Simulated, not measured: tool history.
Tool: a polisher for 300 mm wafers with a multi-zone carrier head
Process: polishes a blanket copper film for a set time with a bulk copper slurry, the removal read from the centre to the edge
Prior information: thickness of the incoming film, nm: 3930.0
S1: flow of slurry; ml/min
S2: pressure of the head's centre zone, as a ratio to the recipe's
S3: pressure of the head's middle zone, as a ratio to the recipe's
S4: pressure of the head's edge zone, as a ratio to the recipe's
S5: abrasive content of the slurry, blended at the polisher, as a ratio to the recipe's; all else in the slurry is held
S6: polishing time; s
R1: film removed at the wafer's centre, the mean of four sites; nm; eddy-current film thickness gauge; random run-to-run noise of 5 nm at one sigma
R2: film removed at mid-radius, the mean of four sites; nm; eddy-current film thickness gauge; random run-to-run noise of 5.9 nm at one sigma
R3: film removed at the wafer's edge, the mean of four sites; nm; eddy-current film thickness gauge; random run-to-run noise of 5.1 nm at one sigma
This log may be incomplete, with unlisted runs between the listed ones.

run,day,S1,S2,S3,S4,S5,S6,R1,R2,R3
1,0,320,1,1,1,1,46,552.17,530.31,531.56
2,0.296,320,1.06,1,1,1,46,567.15,531,540.55
3,0.617,320,1.06,1,1,1.05,46,576.02,526.44,543.69
4,0.738,320,1.06,1,1.04,1.05,46,580.78,530.73,557.53
5,1.083,285,0.99,1.02,1.08,0.95,44,506.38,496.88,521.7
6,1.221,285,0.99,1.02,1.08,0.75,44,472.67,484.01,500.81
7,1.288,285,0.99,1.02,1.08,0.75,44,478.14,489.11,495.6
8,1.446,280,0.94,1.03,1.11,0.7,43,430.11,471.9,489.58

What will run 9 give?
9,1.671,280,0.92,1.03,1.1,0.65,43,?,?,?

R1: 427.03 nm
R2: 457.49 nm
R3: 483.45 nm

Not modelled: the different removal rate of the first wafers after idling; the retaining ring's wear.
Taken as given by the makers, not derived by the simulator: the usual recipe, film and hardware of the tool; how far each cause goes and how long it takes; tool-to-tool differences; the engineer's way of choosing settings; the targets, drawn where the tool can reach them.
